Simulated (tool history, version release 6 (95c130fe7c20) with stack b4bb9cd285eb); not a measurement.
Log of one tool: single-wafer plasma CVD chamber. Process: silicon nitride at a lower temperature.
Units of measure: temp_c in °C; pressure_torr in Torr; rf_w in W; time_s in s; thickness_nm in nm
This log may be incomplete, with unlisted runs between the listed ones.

run	hour	temp_c	pressure_torr	rf_w	time_s	thickness_nm
1	0.0	370	1.32	405	44.8	55.467
2	5.7	370	1.29	400	44.8	54.871
3	13.1	370	1.29	455	44.8	59.931
4	14.3	363	1.29	455	44.8	59.797
5	15.1	363	1.29	455	44.8	59.967
6	19.6	363	1.29	435	44.8	57.982

Estimate the outcome of run 7 from the log above:
7	21.2	363	1.25	430	44.8	?

thickness_nm: 57.010 nm
